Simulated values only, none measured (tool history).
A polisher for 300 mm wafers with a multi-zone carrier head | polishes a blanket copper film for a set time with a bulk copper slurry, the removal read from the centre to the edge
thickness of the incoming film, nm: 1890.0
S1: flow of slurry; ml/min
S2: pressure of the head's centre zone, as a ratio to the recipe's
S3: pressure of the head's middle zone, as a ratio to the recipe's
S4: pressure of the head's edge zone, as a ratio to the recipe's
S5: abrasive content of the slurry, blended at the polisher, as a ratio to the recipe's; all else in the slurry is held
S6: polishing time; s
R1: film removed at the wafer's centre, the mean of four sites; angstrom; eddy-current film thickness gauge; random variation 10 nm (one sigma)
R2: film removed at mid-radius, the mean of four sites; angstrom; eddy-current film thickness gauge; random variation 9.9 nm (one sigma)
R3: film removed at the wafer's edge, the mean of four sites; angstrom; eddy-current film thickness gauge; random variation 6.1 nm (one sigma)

run  hour   S1    S2    S3    S4    S5  S6      R1      R2      R3
  1   0.0  255  1.00  1.00  1.00  1.00  57  6938.2  6859.1  6735.2
  2   7.1  255  1.00  1.00  1.00  1.00  51  6211.3  6222.2  5965.5
  3  12.3  200  1.00  1.00  1.00  1.00  51  6033.6  6027.0  5816.6
  4  14.8  200  1.00  1.00  1.00  0.85  51  5797.7  5723.2  5675.5
  5  17.8  200  1.00  1.00  1.00  0.95  51  5993.1  5867.1  5871.8
  6  19.8  195  1.05  0.99  1.03  1.10  55  6826.9  6422.1  6441.8

Run 7 comes next. What will it give?
  7  23.5  220  1.09  0.97  1.06  1.20  58   ?   ?   ?

R1: 7868.0 angstrom
R2: 6919.2 angstrom
R3: 7083.4 angstrom

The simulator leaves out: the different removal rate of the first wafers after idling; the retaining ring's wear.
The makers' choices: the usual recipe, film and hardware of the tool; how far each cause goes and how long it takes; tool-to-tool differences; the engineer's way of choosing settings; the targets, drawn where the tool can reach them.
